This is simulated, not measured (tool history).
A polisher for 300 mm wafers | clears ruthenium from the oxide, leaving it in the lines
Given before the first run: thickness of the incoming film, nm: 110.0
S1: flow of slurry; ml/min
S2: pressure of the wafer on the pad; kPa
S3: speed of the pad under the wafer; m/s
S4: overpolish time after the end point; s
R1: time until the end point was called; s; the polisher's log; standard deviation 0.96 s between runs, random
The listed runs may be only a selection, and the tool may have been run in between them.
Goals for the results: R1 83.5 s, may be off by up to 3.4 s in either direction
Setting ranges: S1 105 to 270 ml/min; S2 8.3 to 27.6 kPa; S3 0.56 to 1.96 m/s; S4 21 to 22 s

run 1 day=0 | S1=175 S2=17.9 S3=1.26 S4=21 | R1=55.526
run 2 day=0.225 | S1=145 S2=17.9 S3=1.26 S4=21 | R1=57.018
run 3 day=0.596 | S1=145 S2=15.9 S3=1.26 S4=21 | R1=63.318
run 4 day=0.842 | S1=185 S2=15.9 S3=1.26 S4=21 | R1=60.339
run 5 day=0.917 | S1=180 S2=14.5 S3=1.26 S4=21 | R1=63.971
-- day=1.204 head pressure recalibrated
run 6 day=1.204 | S1=205 S2=14.5 S3=1.26 S4=21 | R1=67.3
run 7 day=1.238 | S1=205 S2=13.1 S3=1.26 S4=21 | R1=72.636
run 8 day=1.267 | S1=205 S2=12.4 S3=1.26 S4=21 | R1=74.084
run 9 day=1.329 | S1=205 S2=11.7 S3=1.26 S4=21 | R1=78.366

Exactly one of the 4 candidate moves below puts every result within its allowed miss. Which one?
run A day=1.392 | S1=195 S2=11 S3=1.46 S4=22 | R1=?
run B day=1.392 | S1=210 S2=11.7 S3=1.34 S4=22 | R1=?
run C day=1.392 | S1=235 S2=11.7 S3=1.08 S4=22 | R1=?
run D day=1.392 | S1=190 S2=12.4 S3=1.32 S4=22 | R1=?

move=A R1=74.724
move=B R1=75.136
move=C R1=84.891
move=D R1=73.972
A: the biggest miss grows against the last run
B: the biggest miss grows against the last run
C: in spec on every target
D: the biggest miss grows against the last run
C meets every target.

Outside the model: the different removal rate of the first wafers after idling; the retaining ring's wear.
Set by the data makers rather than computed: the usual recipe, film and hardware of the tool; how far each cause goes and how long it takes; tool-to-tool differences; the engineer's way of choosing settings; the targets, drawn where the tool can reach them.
